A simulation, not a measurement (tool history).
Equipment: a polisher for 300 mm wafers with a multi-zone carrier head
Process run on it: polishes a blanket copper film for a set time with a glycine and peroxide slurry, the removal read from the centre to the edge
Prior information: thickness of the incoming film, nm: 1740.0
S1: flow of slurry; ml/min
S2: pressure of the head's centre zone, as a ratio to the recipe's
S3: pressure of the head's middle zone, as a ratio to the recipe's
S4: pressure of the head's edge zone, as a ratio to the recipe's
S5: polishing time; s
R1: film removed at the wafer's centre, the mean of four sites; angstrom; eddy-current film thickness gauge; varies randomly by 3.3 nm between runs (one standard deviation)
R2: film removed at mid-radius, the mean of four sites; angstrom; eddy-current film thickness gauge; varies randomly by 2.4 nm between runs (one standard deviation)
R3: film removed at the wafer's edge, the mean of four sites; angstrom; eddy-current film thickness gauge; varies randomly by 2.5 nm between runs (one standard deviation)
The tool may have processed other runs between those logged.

{"run": 1, "hour": 0.0, "S1": 195, "S2": 1.0, "S3": 1.0, "S4": 1.0, "S5": 61, "R1": 2064.4, "R2": 2059.8, "R3": 2013.9}
{"run": 2, "hour": 7.6, "S1": 195, "S2": 1.0, "S3": 1.0, "S4": 0.95, "S5": 61, "R1": 2036.6, "R2": 2064.0, "R3": 1959.7}
{"run": 3, "hour": 13.2, "S1": 205, "S2": 1.02, "S3": 1.01, "S4": 1.0, "S5": 65, "R1": 2230.7, "R2": 2272.1, "R3": 2178.2}
{"run": 4, "hour": 18.9, "S1": 205, "S2": 1.02, "S3": 1.01, "S4": 1.0, "S5": 55, "R1": 1901.5, "R2": 1901.5, "R3": 1847.2}
{"run": 5, "hour": 27.0, "S1": 205, "S2": 1.02, "S3": 1.01, "S4": 0.93, "S5": 55, "R1": 1931.6, "R2": 1921.3, "R3": 1756.9}
{"run": 6, "hour": 34.1, "S1": 205, "S2": 0.96, "S3": 1.01, "S4": 0.93, "S5": 55, "R1": 1779.7, "R2": 1909.9, "R3": 1754.4}

What will run 7 give?
{"run": 7, "hour": 40.8, "S1": 215, "S2": 1.0, "S3": 1.02, "S4": 0.99, "S5": 60, "R1": "?", "R2": "?", "R3": "?"}

Logged for run 7: R1 2068.7 angstrom, R2 2119.4 angstrom, R3 1980.5 angstrom.
